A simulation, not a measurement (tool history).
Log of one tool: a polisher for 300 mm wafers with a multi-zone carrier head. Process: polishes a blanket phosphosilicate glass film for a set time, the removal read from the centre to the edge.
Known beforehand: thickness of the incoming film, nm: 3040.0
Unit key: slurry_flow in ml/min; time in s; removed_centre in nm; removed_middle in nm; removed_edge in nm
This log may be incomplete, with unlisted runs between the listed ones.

| run | hour | slurry_flow | centre_zone | middle_zone | edge_zone | slurry_solids | time | removed_centre | removed_middle | removed_edge |
|---|---|---|---|---|---|---|---|---|---|---|
| 1 | 0.0 | 285 | 1.00 | 1.00 | 1.00 | 1.00 | 74 | 395.20 | 387.91 | 376.87 |
| 2 | 5.6 | 295 | 0.98 | 0.98 | 1.05 | 1.05 | 74 | 394.47 | 390.69 | 399.89 |
| 3 | 7.3 | 310 | 0.97 | 0.97 | 1.09 | 1.05 | 74 | 396.90 | 386.52 | 405.81 |
| 4 | 14.4 | 310 | 0.95 | 0.96 | 1.11 | 1.10 | 74 | 387.71 | 393.43 | 414.70 |
| 5 | 22.4 | 310 | 0.95 | 0.91 | 1.11 | 1.10 | 74 | 388.58 | 368.76 | 417.41 |
| 6 | 23.8 | 310 | 0.90 | 0.91 | 1.11 | 1.10 | 74 | 370.52 | 375.19 | 423.56 |
| 7 | 30.2 | 325 | 0.90 | 0.91 | 1.13 | 1.10 | 74 | 374.24 | 373.75 | 422.01 |

The next listed run, before its measurement:
| 8 | 34.9 | 325 | 0.90 | 0.91 | 1.14 | 1.15 | 74 | ? | ? | ? |

Run 8 measured removed_centre 380.53 nm, removed_middle 385.68 nm, removed_edge 431.64 nm.
